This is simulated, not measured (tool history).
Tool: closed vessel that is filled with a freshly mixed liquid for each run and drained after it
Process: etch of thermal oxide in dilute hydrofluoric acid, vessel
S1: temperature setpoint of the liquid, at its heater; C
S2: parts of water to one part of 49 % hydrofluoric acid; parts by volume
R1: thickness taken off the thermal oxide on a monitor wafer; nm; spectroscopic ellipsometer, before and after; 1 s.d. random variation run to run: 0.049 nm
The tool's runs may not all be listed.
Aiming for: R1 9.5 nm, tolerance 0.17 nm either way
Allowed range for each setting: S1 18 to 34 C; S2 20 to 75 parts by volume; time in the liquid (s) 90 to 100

run 1 day=0 | S1=26 S2=45 time_in_the_liquid_(s)=90 | R1=12.563
run 2 day=0.117 | S1=25.5 S2=45 time_in_the_liquid_(s)=90 | R1=12.249
run 3 day=0.154 | S1=25 S2=45 time_in_the_liquid_(s)=90 | R1=12.116
run 4 day=0.5 | S1=23.5 S2=45 time_in_the_liquid_(s)=90 | R1=11.392
run 5 day=0.588 | S1=23 S2=45 time_in_the_liquid_(s)=90 | R1=11.113
run 6 day=0.858 | S1=23 S2=45 time_in_the_liquid_(s)=90 | R1=11.071
run 7 day=0.925 | S1=22.5 S2=45 time_in_the_liquid_(s)=90 | R1=10.939
run 8 day=1.2 | S1=22 S2=45 time_in_the_liquid_(s)=90 | R1=10.628
run 9 day=1.538 | S1=21.5 S2=45 time_in_the_liquid_(s)=90 | R1=10.395
run 10 day=1.721 | S1=20.5 S2=45 time_in_the_liquid_(s)=90 | R1=10.08

Exercise: of the 4 proposed moves below, exactly one satisfies all targets within the stated allowed misses. Which move is it?
run A day=1.904 | S1=18 S2=45 time_in_the_liquid_(s)=90 | R1=?
run B day=1.904 | S1=20.5 S2=45 time_in_the_liquid_(s)=100 | R1=?
run C day=1.904 | S1=20.5 S2=45 time_in_the_liquid_(s)=95 | R1=?
run D day=1.904 | S1=24.5 S2=55 time_in_the_liquid_(s)=90 | R1=?

move=A R1=9.0118
move=B R1=11.135
move=C R1=10.578
move=D R1=9.5431
A: pushes the last run's worst result past its target
B: lands further from the targets than the last run did
C: lands further from the targets than the last run did
D: hits every target within its allowed miss
So the answer is move D, the one that meets all the targets.
